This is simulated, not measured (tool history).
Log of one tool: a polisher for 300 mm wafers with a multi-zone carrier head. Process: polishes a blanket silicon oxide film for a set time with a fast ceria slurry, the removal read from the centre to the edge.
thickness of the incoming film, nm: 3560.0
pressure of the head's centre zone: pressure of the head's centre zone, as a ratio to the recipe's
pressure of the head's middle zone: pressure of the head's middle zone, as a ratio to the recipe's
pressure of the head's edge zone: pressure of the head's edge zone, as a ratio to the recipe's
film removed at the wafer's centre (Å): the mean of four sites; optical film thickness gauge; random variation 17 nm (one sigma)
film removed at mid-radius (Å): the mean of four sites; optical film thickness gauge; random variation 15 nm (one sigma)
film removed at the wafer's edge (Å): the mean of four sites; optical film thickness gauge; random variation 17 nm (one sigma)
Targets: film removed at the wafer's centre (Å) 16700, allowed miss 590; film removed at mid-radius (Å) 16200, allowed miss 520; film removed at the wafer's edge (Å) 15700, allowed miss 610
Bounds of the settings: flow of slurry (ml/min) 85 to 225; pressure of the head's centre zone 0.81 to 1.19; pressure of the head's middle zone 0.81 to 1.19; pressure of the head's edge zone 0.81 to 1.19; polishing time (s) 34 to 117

run	day	flow of slurry (ml/min)	pressure of the head's centre zone	pressure of the head's middle zone	pressure of the head's edge zone	polishing time (s)	film removed at the wafer's centre (Å)	film removed at mid-radius (Å)	film removed at the wafer's edge (Å)
1	0	145	1	1	1	75	10599	10428	10429
2	0.233	145	1	1.08	1	75	10572	10749	10268
3	0.404	145	1	1.08	1	94	13314	13448	12883
4	0.458	155	1.01	1.09	1.02	95	13536	13727	13460
5	0.746	155	1.01	1.09	1.02	109	15746	15830	15220
6	0.808	155	1.01	1.03	1.02	109	15814	15338	15285
7	1.154	160	1.01	1.04	1.02	109	15442	15569	15533
8	1.304	160	1.02	1.05	1.02	109	15768	15651	14946
9	1.642	160	1.02	1.05	1.03	110	15852	15872	15837

Which of these 4 next moves meets every target?
A	1.979	150	1.01	1.02	0.96	117	?	?	?
B	1.979	180	0.92	1.14	1.04	108	?	?	?
C	1.979	145	0.96	1	1	113	?	?	?
D	1.979	140	0.96	1.05	1.05	112	?	?	?

move	film removed at the wafer's centre (Å)	film removed at mid-radius (Å)	film removed at the wafer's edge (Å)
A	16525	16203	15706
B	14523	16510	15369
C	15161	15374	15408
D	14926	15606	15564
A: meets every target
B: further off than the last run
C: further off than the last run
D: further off than the last run
Answer: A

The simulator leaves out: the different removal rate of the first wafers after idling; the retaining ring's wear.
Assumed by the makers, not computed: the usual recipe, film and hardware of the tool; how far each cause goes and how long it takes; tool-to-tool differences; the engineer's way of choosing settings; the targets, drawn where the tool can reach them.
